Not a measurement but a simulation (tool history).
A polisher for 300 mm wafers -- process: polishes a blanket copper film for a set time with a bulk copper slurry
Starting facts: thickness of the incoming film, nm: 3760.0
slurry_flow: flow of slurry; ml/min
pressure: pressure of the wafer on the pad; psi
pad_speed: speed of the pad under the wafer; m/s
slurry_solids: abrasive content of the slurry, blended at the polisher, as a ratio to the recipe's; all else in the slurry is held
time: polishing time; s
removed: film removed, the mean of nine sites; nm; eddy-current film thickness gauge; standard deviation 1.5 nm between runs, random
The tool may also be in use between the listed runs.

run    day  slurry_flow  pressure  pad_speed  slurry_solids  time  removed
  1  0.000          150       3.5       1.20            1.0    30   381.36
  2  0.304          150       3.3       1.16            1.0    30   348.11
  3  0.338          125       3.3       1.16            1.0    30   335.13
  4  0.379          125       3.3       1.00            1.0    30   292.52
  5  0.629          125       3.3       1.00            1.0    30   289.01
  6  0.804          125       3.3       1.00            1.0    30   289.69

The next listed run, before its measurement:
  7  1.017          125       3.1       0.98            1.0    30        ?

Run 7 gave removed 270.27 nm.
